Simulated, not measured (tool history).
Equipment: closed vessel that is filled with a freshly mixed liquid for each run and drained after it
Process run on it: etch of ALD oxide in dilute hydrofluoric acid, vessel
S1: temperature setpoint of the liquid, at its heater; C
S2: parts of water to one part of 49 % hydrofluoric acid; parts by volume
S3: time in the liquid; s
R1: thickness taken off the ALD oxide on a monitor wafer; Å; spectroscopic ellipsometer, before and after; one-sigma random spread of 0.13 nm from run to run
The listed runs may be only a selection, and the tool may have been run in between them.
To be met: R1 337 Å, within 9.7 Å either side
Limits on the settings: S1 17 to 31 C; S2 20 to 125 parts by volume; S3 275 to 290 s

Run 1, hour 0: S1 23 C, S2 70 parts by volume, S3 275 s. Result: R1 622.18 Å.
Run 2, hour 1.6: S1 23 C, S2 70 parts by volume, S3 275 s. Result: R1 624.8 Å.
Run 3, hour 10.8: S1 21.5 C, S2 70 parts by volume, S3 275 s. Result: R1 582.72 Å.
Run 4, hour 20: S1 18.5 C, S2 70 parts by volume, S3 275 s. Result: R1 513.52 Å.
Run 5, hour 26.3: S1 18 C, S2 75 parts by volume, S3 275 s. Result: R1 468.05 Å.
Run 6, hour 31.5: S1 18 C, S2 75 parts by volume, S3 290 s. Result: R1 497.1 Å.
Run 7, hour 32.6: S1 18 C, S2 80 parts by volume, S3 290 s. Result: R1 463.4 Å.
Run 8, hour 41.6: S1 18 C, S2 85 parts by volume, S3 290 s. Result: R1 431.95 Å.
Run 9, hour 50: S1 18 C, S2 90 parts by volume, S3 290 s. Result: R1 407.74 Å.
Run 10, hour 51.4: S1 17.5 C, S2 95 parts by volume, S3 290 s. Result: R1 372.31 Å.
Run 11, hour 59.6: S1 17.5 C, S2 95 parts by volume, S3 290 s. Result: R1 372.73 Å.

Which of these 4 next moves meets every target?
Run A, hour 67.8: S1 17 C, S2 100 parts by volume, S3 280 s. Result: R1 ?.
Run B, hour 67.8: S1 18 C, S2 95 parts by volume, S3 275 s. Result: R1 ?.
Run C, hour 67.8: S1 17 C, S2 95 parts by volume, S3 290 s. Result: R1 ?.
Run D, hour 67.8: S1 20.5 C, S2 105 parts by volume, S3 280 s. Result: R1 ?.

move      R1
   A  332.99
   B  360.95
   C  364.94
   D   364.7
A: meets every target
B: nearer than the last run, and not there yet
C: nearer than the last run, and not there yet
D: nearer than the last run, and not there yet
A is the move that brings every result within its allowed miss.

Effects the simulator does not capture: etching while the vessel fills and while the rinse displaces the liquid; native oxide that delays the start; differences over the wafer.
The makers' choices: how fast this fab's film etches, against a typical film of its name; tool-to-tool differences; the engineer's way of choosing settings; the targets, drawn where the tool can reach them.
